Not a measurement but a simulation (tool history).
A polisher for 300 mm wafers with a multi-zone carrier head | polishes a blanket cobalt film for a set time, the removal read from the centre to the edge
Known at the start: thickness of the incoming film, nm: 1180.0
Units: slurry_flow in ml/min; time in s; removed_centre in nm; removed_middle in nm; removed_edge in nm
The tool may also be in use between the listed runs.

run	hour	slurry_flow	centre_zone	middle_zone	edge_zone	time	removed_centre	removed_middle	removed_edge
1	0	190	1	1	1	58	242.01	220.54	226.73
2	2.4	200	1.03	1	1.04	62	262.75	237.08	245.42
3	4.5	205	1.06	0.98	1.07	66	290.46	253.78	265.92
4	8.1	205	1.06	0.93	1.07	66	292.8	238.39	266.16
5	11.5	205	1.06	0.85	1.07	66	294.57	222.24	265.4
6	20.4	205	1.06	0.85	1.07	60	265.43	200.55	244.18
# hour 26.7: centre zone pressure recalibrated
7	26.7	215	1.07	0.87	1.1	64	266.76	219.23	264.33
8	30.2	230	1.08	0.87	1.09	68	285.22	240.59	279.57

The next listed run, before its measurement:
9	38.4	215	1.09	0.9	1.11	71	?	?	?

removed_centre: 298.24 nm
removed_middle: 253.93 nm
removed_edge: 292.58 nm
